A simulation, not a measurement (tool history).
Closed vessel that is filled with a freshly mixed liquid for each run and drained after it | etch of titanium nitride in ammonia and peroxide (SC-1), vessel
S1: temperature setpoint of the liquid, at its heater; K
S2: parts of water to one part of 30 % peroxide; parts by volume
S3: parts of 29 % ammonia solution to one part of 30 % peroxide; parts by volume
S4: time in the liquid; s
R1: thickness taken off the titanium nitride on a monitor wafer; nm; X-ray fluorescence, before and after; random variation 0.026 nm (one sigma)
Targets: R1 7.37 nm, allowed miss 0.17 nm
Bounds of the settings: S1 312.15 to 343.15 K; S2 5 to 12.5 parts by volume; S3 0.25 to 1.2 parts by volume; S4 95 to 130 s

{"run": 1, "hour": 0.0, "S1": 328.15, "S2": 7, "S3": 0.95, "S4": 130, "R1": 9.0802}
{"run": 2, "hour": 6.8, "S1": 328.15, "S2": 5, "S3": 0.95, "S4": 130, "R1": 10.57}
{"run": 3, "hour": 10.5, "S1": 333.65, "S2": 5, "S3": 0.95, "S4": 130, "R1": 15.299}
{"run": 4, "hour": 15.5, "S1": 333.65, "S2": 5, "S3": 1.1, "S4": 130, "R1": 15.465}
{"run": 5, "hour": 24.4, "S1": 330.65, "S2": 5, "S3": 1.1, "S4": 130, "R1": 12.735}
{"run": 6, "hour": 26.1, "S1": 330.65, "S2": 5, "S3": 1.2, "S4": 130, "R1": 12.903}
{"run": 7, "hour": 32.8, "S1": 328.15, "S2": 5, "S3": 1.2, "S4": 130, "R1": 10.938}
{"run": 8, "hour": 37.6, "S1": 326.65, "S2": 5, "S3": 1.2, "S4": 130, "R1": 9.7827}
{"run": 9, "hour": 39.2, "S1": 325.65, "S2": 5, "S3": 1.2, "S4": 130, "R1": 9.1635}
{"run": 10, "hour": 47.8, "S1": 321.65, "S2": 5, "S3": 1.2, "S4": 130, "R1": 6.8881}
{"run": 11, "hour": 49.9, "S1": 322.15, "S2": 5, "S3": 1.2, "S4": 130, "R1": 7.1699}

5 next moves are on the table. One of them brings every result within its allowed miss. Which?
{"run": "A", "hour": 52.0, "S1": 321.15, "S2": 5, "S3": 1, "S4": 130, "R1": "?"}
{"run": "B", "hour": 52.0, "S1": 321.65, "S2": 5, "S3": 1.05, "S4": 130, "R1": "?"}
{"run": "C", "hour": 52.0, "S1": 324.15, "S2": 5.5, "S3": 0.6, "S4": 125, "R1": "?"}
{"run": "D", "hour": 52.0, "S1": 321.65, "S2": 5, "S3": 1.15, "S4": 130, "R1": "?"}
{"run": "E", "hour": 52.0, "S1": 322.65, "S2": 5, "S3": 1.2, "S4": 130, "R1": "?"}

move=A R1=6.5623
move=B R1=6.8349
move=C R1=6.9666
move=D R1=6.9018
move=E R1=7.4352
A: further off than the last run
B: further off than the last run
C: further off than the last run
D: further off than the last run
E: meets every target
The right move is E.

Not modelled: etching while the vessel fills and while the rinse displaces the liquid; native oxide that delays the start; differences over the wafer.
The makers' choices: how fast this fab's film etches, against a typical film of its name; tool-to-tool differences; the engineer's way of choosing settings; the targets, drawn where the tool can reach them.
